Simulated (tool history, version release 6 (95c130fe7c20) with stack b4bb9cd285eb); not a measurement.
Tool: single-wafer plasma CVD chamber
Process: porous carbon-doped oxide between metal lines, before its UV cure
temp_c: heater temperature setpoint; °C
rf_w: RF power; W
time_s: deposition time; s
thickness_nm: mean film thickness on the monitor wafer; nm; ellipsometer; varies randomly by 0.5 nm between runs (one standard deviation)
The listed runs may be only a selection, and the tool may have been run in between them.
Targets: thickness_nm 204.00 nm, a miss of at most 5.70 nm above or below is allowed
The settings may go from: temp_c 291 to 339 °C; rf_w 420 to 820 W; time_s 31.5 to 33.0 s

run  hour  temp_c  rf_w  time_s  thickness_nm
  1   0.0     315   620    33.0        167.50
  2   3.3     315   550    33.0        156.70
  3   9.9     315   550    31.5        149.78
  4  15.0     315   550    33.0        156.67
  5  21.6     326   550    33.0        147.16
  6  22.4     317   550    33.0        153.99
  7  26.9     313   585    33.0        163.71
  8  29.1     310   610    33.0        171.34
  9  32.4     307   625    33.0        176.32
     37.7  -- RF generator calibrated
 10  37.7     305   640    33.0        187.55
 11  44.4     303   645    33.0        190.97
 12  45.6     302   645    33.0        192.40
 13  50.3     301   645    33.0        193.85
 14  51.0     300   645    33.0        194.08

Next run, 5 choices. One meets every target within its allowed miss, the rest don't. Which?
  A  51.7     291   735    32.2             ?
  B  51.7     291   750    31.9             ?
  C  51.7     299   755    33.0             ?
  D  51.7     291   715    33.0             ?
  E  51.7     301   695    33.0             ?

move  thickness_nm
   A        216.88
   B        217.43
   C        213.65
   D        218.63
   E        201.06
A: carries the result that was furthest off beyond its target, to the other side
B: carries the result that was furthest off beyond its target, to the other side
C: carries the result that was furthest off beyond its target, to the other side
D: carries the result that was furthest off beyond its target, to the other side
E: meets every target
The right move is E.
